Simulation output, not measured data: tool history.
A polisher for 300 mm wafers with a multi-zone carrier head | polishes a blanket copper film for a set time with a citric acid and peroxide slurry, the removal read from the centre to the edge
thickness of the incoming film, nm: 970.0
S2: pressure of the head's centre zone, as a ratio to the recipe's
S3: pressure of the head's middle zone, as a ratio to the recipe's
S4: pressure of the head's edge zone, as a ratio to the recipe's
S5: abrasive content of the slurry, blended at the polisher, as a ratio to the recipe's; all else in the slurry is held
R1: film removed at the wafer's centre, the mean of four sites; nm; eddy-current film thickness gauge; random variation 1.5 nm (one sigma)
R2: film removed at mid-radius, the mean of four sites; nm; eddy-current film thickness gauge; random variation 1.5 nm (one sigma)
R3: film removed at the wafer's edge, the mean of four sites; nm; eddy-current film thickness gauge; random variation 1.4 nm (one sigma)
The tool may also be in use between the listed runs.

Run 1, hour 0: flow of slurry (ml/min) 295, S2 1, S3 1, S4 1, S5 1, polishing time (s) 82. Result: R1 158.39 nm, R2 159.43 nm, R3 160.84 nm.
Run 2, hour 6.2: flow of slurry (ml/min) 295, S2 0.97, S3 1, S4 0.98, S5 0.9, polishing time (s) 78. Result: R1 144.17 nm, R2 149.11 nm, R3 147.77 nm.
Run 3, hour 10.3: flow of slurry (ml/min) 340, S2 0.97, S3 1, S4 0.98, S5 0.9, polishing time (s) 78. Result: R1 145.48 nm, R2 150.64 nm, R3 149.06 nm.
Run 4, hour 11.7: flow of slurry (ml/min) 340, S2 0.97, S3 1, S4 0.98, S5 0.8, polishing time (s) 78. Result: R1 142.35 nm, R2 148.92 nm, R3 147 nm.
Run 5, hour 20.4: flow of slurry (ml/min) 340, S2 0.97, S3 1, S4 0.98, S5 0.8, polishing time (s) 91. Result: R1 164.18 nm, R2 173.1 nm, R3 168.38 nm.
Run 6, hour 26.5: flow of slurry (ml/min) 340, S2 0.94, S3 0.99, S4 0.96, S5 0.75, polishing time (s) 85. Result: R1 146.87 nm, R2 156.15 nm, R3 157.07 nm.
Run 7, hour 29.7: flow of slurry (ml/min) 325, S2 0.91, S3 1.09, S4 0.9, S5 0.5, polishing time (s) 62. Result: R1 95.612 nm, R2 114.9 nm, R3 101.53 nm.
Run 8, hour 33.6: flow of slurry (ml/min) 325, S2 0.91, S3 1.08, S4 0.92, S5 0.55, polishing time (s) 62. Result: R1 99.146 nm, R2 115.3 nm, R3 102.04 nm.

Forecast run 9:
Run 9, hour 37.7: flow of slurry (ml/min) 325, S2 0.89, S3 1.06, S4 0.93, S5 0.6, polishing time (s) 63. Result: R1 ?, R2 ?, R3 ?.

Run 9 gave R1 99.938 nm, R2 117.78 nm, R3 108.58 nm.
